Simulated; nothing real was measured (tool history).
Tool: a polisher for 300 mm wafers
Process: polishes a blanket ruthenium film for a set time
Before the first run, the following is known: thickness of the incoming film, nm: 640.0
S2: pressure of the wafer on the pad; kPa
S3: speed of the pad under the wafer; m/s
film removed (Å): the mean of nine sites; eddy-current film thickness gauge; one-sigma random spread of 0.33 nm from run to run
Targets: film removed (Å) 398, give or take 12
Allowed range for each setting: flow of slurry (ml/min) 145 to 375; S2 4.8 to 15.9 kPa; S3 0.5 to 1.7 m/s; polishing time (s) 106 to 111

Run 1, hour 0: flow of slurry (ml/min) 240, S2 10.3 kPa, S3 1.1 m/s, polishing time (s) 106. Result: film removed (Å) 1019.
Run 2, hour 5: flow of slurry (ml/min) 240, S2 9.7 kPa, S3 1.06 m/s, polishing time (s) 106. Result: film removed (Å) 923.15.
Run 3, hour 10.3: flow of slurry (ml/min) 240, S2 9 kPa, S3 1.02 m/s, polishing time (s) 106. Result: film removed (Å) 815.96.
Run 4, hour 15.8: flow of slurry (ml/min) 295, S2 9 kPa, S3 1.02 m/s, polishing time (s) 106. Result: film removed (Å) 834.75.
Run 5, hour 23.9: flow of slurry (ml/min) 295, S2 9 kPa, S3 1.02 m/s, polishing time (s) 111. Result: film removed (Å) 864.66.
Run 6, hour 32.8: flow of slurry (ml/min) 320, S2 9 kPa, S3 1.02 m/s, polishing time (s) 111. Result: film removed (Å) 882.13.
Run 7, hour 33.8: flow of slurry (ml/min) 320, S2 8.3 kPa, S3 0.98 m/s, polishing time (s) 111. Result: film removed (Å) 780.78.
Run 8, hour 36.5: flow of slurry (ml/min) 320, S2 7.6 kPa, S3 0.94 m/s, polishing time (s) 111. Result: film removed (Å) 696.83.
Run 9, hour 40.3: flow of slurry (ml/min) 320, S2 7.6 kPa, S3 0.92 m/s, polishing time (s) 111. Result: film removed (Å) 680.22.
Run 10, hour 48.2: flow of slurry (ml/min) 320, S2 7.6 kPa, S3 0.9 m/s, polishing time (s) 111. Result: film removed (Å) 664.19.
Run 11, hour 50.9: flow of slurry (ml/min) 320, S2 7.6 kPa, S3 0.88 m/s, polishing time (s) 111. Result: film removed (Å) 660.26.
Run 12, hour 51.6: flow of slurry (ml/min) 320, S2 7.6 kPa, S3 0.86 m/s, polishing time (s) 111. Result: film removed (Å) 633.86.
Run 13, hour 54.9: flow of slurry (ml/min) 320, S2 7.6 kPa, S3 0.84 m/s, polishing time (s) 111. Result: film removed (Å) 621.15.
Run 14, hour 60.7: flow of slurry (ml/min) 320, S2 7.6 kPa, S3 0.82 m/s, polishing time (s) 111. Result: film removed (Å) 608.89.
Run 15, hour 62.4: flow of slurry (ml/min) 320, S2 7.6 kPa, S3 0.8 m/s, polishing time (s) 111. Result: film removed (Å) 591.63.
Run 16, hour 66.6: flow of slurry (ml/min) 320, S2 7.6 kPa, S3 0.78 m/s, polishing time (s) 111. Result: film removed (Å) 581.7.
Run 17, hour 68.9: flow of slurry (ml/min) 320, S2 6.2 kPa, S3 0.72 m/s, polishing time (s) 111. Result: film removed (Å) 441.59.
Run 18, hour 73.3: flow of slurry (ml/min) 315, S2 6.2 kPa, S3 0.72 m/s, polishing time (s) 111. Result: film removed (Å) 439.99.
Run 19, hour 81.5: flow of slurry (ml/min) 310, S2 6.2 kPa, S3 0.72 m/s, polishing time (s) 111. Result: film removed (Å) 441.8.

Below are 4 possible settings for the next run. Only one of them brings all results inside the allowed miss of their targets. Which is it?
Run A, hour 89.7: flow of slurry (ml/min) 260, S2 6.2 kPa, S3 0.66 m/s, polishing time (s) 110. Result: film removed (Å) ?.
Run B, hour 89.7: flow of slurry (ml/min) 305, S2 6.2 kPa, S3 0.8 m/s, polishing time (s) 110. Result: film removed (Å) ?.
Run C, hour 89.7: flow of slurry (ml/min) 290, S2 4.8 kPa, S3 0.76 m/s, polishing time (s) 111. Result: film removed (Å) ?.
Run D, hour 89.7: flow of slurry (ml/min) 260, S2 7.6 kPa, S3 0.64 m/s, polishing time (s) 111. Result: film removed (Å) ?.

move  film removed (Å)
   A            397.38
   B            482.78
   C            364.55
   D            471.74
A: hits every target within its allowed miss
B: misses by more than the last run did
C: pushes the last run's worst result past its target
D: misses by more than the last run did
A meets every target.

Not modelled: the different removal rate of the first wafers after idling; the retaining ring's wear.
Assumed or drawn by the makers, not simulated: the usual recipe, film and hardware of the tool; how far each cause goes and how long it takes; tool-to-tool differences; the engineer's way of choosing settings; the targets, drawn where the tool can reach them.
